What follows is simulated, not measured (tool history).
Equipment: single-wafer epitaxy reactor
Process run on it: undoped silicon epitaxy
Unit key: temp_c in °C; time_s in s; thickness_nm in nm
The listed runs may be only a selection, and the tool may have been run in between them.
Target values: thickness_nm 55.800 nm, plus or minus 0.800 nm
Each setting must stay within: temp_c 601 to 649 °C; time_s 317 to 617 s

run,day,temp_c,time_s,thickness_nm
1,0.000,625,467,44.426
2,0.038,628,467,47.022
3,0.375,628,402,40.917
4,0.458,632,402,44.139
5,0.692,635,402,46.460
6,0.862,630,402,42.487
7,1.225,634,402,46.054
8,1.550,637,402,48.709
9,1.783,645,403,57.327

Which of these 5 next moves meets every target?
A,2.017,642,444,?
B,2.017,643,396,?
C,2.017,639,425,?
D,2.017,649,366,?
E,2.017,645,383,?

move,thickness_nm
A,59.188
B,53.833
C,53.411
D,55.912
E,54.139
A: moves away from the targets compared with the last run
B: carries the result that was furthest off beyond its target, to the other side
C: carries the result that was furthest off beyond its target, to the other side
D: in spec on every target
E: carries the result that was furthest off beyond its target, to the other side
Move D is the one to make.

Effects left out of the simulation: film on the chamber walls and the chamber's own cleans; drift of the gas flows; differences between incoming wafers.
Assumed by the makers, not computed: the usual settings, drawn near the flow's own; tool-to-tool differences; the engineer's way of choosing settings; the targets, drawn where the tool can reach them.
